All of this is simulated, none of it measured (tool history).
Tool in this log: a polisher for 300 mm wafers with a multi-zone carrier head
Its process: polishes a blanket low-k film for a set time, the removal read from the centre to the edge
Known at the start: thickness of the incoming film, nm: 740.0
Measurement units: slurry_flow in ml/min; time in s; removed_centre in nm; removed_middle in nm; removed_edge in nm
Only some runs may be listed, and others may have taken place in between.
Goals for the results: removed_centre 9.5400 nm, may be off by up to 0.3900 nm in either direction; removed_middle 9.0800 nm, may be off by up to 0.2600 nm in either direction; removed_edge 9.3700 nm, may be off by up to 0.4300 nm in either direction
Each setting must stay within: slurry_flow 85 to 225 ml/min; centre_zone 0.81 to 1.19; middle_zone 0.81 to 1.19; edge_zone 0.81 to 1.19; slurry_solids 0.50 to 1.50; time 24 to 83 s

run  hour  slurry_flow  centre_zone  middle_zone  edge_zone  slurry_solids  time  removed_centre  removed_middle  removed_edge
  1   0.0          145         1.00         1.00       1.00           1.00    53         13.3480         13.0650       13.2560
  2   1.3          145         1.00         1.04       1.00           1.00    53         13.2460         13.5410       13.3710
  3   8.6          140         0.99         1.01       0.98           0.90    53         12.5000         12.5150       12.5800
  4  10.6          140         0.99         1.01       0.98           0.80    53         12.0240         11.9870       11.9700
  5  14.0          135         0.98         0.99       0.96           0.75    53         11.5360         11.4040       11.6280
  6  20.0          135         0.98         0.98       0.94           0.70    52         10.7320         10.8050       11.0380
  7  28.2          130         0.99         0.97       0.92           0.65    52         10.5210         10.1990       10.6480
  8  33.0          125         0.99         0.97       0.90           0.60    52         10.1060          9.9609       10.0850
  9  34.8           95         1.00         0.91       0.86           0.55    52          9.2455          8.6595        9.1367

Next run, 5 choices. One meets every target within its allowed miss, the rest don't. Which?
  A  36.6          125         1.07         0.93       1.03           0.70    43               ?               ?             ?
  B  36.6           95         1.01         1.03       0.81           0.50    52               ?               ?             ?
  C  36.6           95         0.94         0.91       0.91           0.50    53               ?               ?             ?
  D  36.6           85         1.04         0.98       0.90           0.75    47               ?               ?             ?
  E  36.6           90         0.95         0.99       0.82           0.55    52               ?               ?             ?

move  removed_centre  removed_middle  removed_edge
   A          9.8219          8.3594        9.3480
   B          9.1555          9.0801        8.4855
   C          8.6726          8.3422        9.1269
   D          9.6368          8.9387        9.2304
   E          8.7867          8.9882        8.7743
A: moves away from the targets compared with the last run
B: puts the biggest miss on target and leaves a different result outside tolerance
C: moves away from the targets compared with the last run
D: every result lands within tolerance
E: puts the biggest miss on target and leaves a different result outside tolerance
The right move is D.
